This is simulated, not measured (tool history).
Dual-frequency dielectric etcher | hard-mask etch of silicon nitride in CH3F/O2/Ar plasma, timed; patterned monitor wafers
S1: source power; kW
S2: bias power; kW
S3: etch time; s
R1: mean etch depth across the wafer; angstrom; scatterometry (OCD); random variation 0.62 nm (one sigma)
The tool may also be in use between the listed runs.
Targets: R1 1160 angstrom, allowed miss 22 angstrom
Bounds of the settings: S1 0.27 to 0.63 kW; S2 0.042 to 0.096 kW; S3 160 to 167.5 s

run,hour,S1,S2,S3,R1
1,0,0.45,0.069,160,1260.2
2,2.7,0.45,0.069,160,1283.5
3,5.4,0.42,0.068,160,1245.4
4,7.8,0.42,0.068,160,1233.5
5,11.7,0.42,0.068,167.5,1289.8
# hour 13.9: bias power generator calibrated
6,13.9,0.49,0.068,167.5,1339.8
7,17.7,0.46,0.064,167,1306.9
8,19,0.43,0.061,166.5,1252.9
9,26.3,0.41,0.06,166.5,1235.5
10,31.3,0.39,0.059,166.5,1209.2
11,36.5,0.38,0.058,166.5,1193.6

4 next moves are on the table. One of them brings every result within its allowed miss. Which?
A,41.7,0.45,0.054,165,?
B,41.7,0.39,0.058,161,?
C,41.7,0.41,0.063,166,?
D,41.7,0.39,0.064,166,?

move,R1
A,1228.5
B,1158.2
C,1237.7
D,1221
A: further off than the last run
B: meets every target
C: further off than the last run
D: further off than the last run
Answer: B
